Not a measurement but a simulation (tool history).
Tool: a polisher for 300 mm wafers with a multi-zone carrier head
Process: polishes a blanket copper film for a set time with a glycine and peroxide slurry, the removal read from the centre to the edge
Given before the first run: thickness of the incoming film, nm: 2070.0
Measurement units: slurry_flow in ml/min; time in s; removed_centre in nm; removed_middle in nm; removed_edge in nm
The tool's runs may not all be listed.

run    day  slurry_flow  centre_zone  middle_zone  edge_zone  time  removed_centre  removed_middle  removed_edge
  1  0.000          245         1.00         1.00       1.00    35          233.38          274.40        270.51
  2  0.092          245         1.06         1.00       1.00    35          249.58          272.11        276.04
  3  0.188          245         1.06         1.00       1.07    35          249.75          274.94        281.08
  4  0.438          235         1.01         0.95       1.03    30          201.88          220.74        238.65
  5  0.700          235         1.01         1.00       1.03    30          202.09          230.33        230.70
  6  0.792          220         0.98         0.97       1.01    27          175.67          199.98        205.91
  7  0.938          205         0.95         0.94       0.97    26          164.52          184.56        199.60
  8  1.254          195         0.93         0.93       0.94    25          151.15          172.52        187.12
  9  1.329          185         0.92         0.92       0.91    25          147.01          179.59        179.30
 10  1.467          185         0.92         0.89       0.91    25          149.73          170.66        181.36
 11  1.542          180         0.90         0.87       0.90    25          142.66          166.49        179.94
 12  1.683          175         0.90         0.85       0.89    25          141.50          160.97        179.90
 13  1.833          170         0.90         0.84       0.88    25          142.21          156.23        180.16
     2.179  -- centre zone pressure recalibrated
 14  2.179          165         0.90         0.84       0.87    25          155.22          162.39        177.43
 15  2.400          185         0.89         0.84       0.86    25          157.15          162.65        179.99
 16  2.758          175         0.88         0.84       0.86    25          153.10          157.90        177.93
 17  2.838          165         0.87         0.85       0.86    25          148.80          163.44        175.10
 18  2.979          160         0.86         0.84       0.86    25          147.62          155.43        176.02
 19  3.246          155         0.86         0.86       0.87    25          145.91          157.20        172.55
 20  3.450          155         0.85         0.87       0.89    25          144.38          159.42        175.38
 21  3.571          150         0.85         0.88       0.90    25          142.18          157.62        176.12

Expected results for the next run?
 22  3.758          150         0.85         0.89       0.90    25               ?               ?             ?

removed_centre: 144.14 nm
removed_middle: 162.73 nm
removed_edge: 174.60 nm
